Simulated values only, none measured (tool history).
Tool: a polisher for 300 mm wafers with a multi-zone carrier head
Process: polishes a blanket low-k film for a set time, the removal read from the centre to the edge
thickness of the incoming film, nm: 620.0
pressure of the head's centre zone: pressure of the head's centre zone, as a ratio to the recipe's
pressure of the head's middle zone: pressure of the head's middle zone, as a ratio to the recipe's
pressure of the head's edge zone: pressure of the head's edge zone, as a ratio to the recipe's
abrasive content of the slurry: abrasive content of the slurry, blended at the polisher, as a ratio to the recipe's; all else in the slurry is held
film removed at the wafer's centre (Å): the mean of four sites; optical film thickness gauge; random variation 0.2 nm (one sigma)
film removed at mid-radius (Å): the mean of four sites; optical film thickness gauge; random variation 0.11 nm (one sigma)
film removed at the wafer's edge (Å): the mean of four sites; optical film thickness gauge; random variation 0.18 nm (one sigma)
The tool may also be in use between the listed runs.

run  hour  flow of slurry (ml/min)  pressure of the head's centre zone  pressure of the head's middle zone  pressure of the head's edge zone  abrasive content of the slurry  polishing time (s)  film removed at the wafer's centre (Å)  film removed at mid-radius (Å)  film removed at the wafer's edge (Å)
  1   0.0                      130                                1.00                                1.00                              1.00                            1.00                  45                                  178.79                          173.91                                169.60
  2   4.2                      125                                1.00                                0.99                              0.99                            1.00                  45                                  171.96                          171.42                                169.14
  3   6.7                      125                                1.01                                0.98                              0.98                            1.00                  45                                  174.21                          167.98                                171.86
  4  14.5                      125                                1.02                                0.98                              0.98                            0.95                  45                                  172.72                          163.55                                163.20
  5  22.2                      125                                1.02                                0.98                              1.01                            0.95                  45                                  171.27                          164.13                                167.32
  6  24.2                      125                                1.02                                0.98                              1.01                            0.75                  45                                  155.10                          152.92                                152.77
  7  25.5                      125                                1.03                                0.98                              1.00                            0.75                  45                                  161.57                          152.23                                156.30

The next listed run, before its measurement:
  8  32.0                      125                                1.03                                0.98                              0.99                            0.75                  45                                       ?                               ?                                     ?

film removed at the wafer's centre (Å): 155.51
film removed at mid-radius (Å): 150.02
film removed at the wafer's edge (Å): 156.13
